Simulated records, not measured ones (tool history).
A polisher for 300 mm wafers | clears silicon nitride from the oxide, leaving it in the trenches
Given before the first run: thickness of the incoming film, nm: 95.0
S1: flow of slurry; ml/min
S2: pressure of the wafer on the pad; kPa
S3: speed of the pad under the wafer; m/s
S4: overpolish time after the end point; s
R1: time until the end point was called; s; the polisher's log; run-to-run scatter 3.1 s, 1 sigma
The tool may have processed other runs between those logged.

run,hour,S1,S2,S3,S4,R1
1,0,275,11.7,1.14,3,157.03
2,3.1,235,11.7,1.14,3,159.03
3,3.9,235,11,1.14,3,167.98
4,10.4,180,11,1.14,3,175.96
5,19.3,180,10.3,1.14,3,185.69
6,20.4,180,10.3,1.36,3,159.29
7,22.7,180,9.7,1.36,3,166.22
8,30.6,180,6.9,1.32,3,233.69

Run 9 comes next. What will it give?
9,34.4,180,7.6,1.32,3,?

Run 9 came out at R1 212.59 s.
